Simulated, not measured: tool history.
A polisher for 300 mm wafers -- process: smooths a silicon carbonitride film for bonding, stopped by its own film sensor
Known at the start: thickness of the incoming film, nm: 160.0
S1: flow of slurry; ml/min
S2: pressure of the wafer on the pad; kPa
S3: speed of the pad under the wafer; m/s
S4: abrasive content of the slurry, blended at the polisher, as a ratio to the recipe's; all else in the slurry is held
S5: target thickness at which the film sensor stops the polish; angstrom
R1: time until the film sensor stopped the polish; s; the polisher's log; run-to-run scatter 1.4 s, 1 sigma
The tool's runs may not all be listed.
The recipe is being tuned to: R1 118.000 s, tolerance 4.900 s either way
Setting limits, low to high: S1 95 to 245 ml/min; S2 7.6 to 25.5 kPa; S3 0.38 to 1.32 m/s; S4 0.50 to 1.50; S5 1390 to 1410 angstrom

run,hour,S1,S2,S3,S4,S5,R1
1,0.0,155,16.5,0.84,1.00,1390,97.156
2,2.8,155,16.5,0.76,1.00,1390,108.200
3,11.3,180,16.5,0.76,1.00,1390,104.360
4,12.0,180,16.5,0.76,1.00,1410,93.436
5,14.4,180,16.5,0.76,1.00,1410,92.614
6,23.0,175,16.5,0.76,1.00,1410,93.614
7,30.5,170,16.5,0.76,1.00,1410,92.946
8,31.5,170,15.9,0.76,1.00,1410,100.200
9,33.3,165,15.9,0.76,1.00,1410,97.360
10,40.3,165,15.2,0.76,1.00,1410,103.220
11,45.5,160,15.2,0.76,1.00,1410,104.910
12,48.6,155,15.2,0.76,1.00,1410,104.140

Below are 5 possible settings for the next run. Only one of them brings all results inside the allowed miss of their targets. Which is it?
A,51.7,160,15.9,0.84,0.95,1400,?
B,51.7,165,15.9,0.90,0.90,1410,?
C,51.7,150,15.9,0.68,0.95,1400,?
D,51.7,150,17.2,0.80,1.00,1410,?
E,51.7,150,16.5,0.80,1.20,1400,?

move,R1
A,101.180
B,92.945
C,120.020
D,91.021
E,92.474
A: lands further from the targets than the last run did
B: lands further from the targets than the last run did
C: meets every target
D: lands further from the targets than the last run did
E: lands further from the targets than the last run did
C is the move that brings every result within its allowed miss.
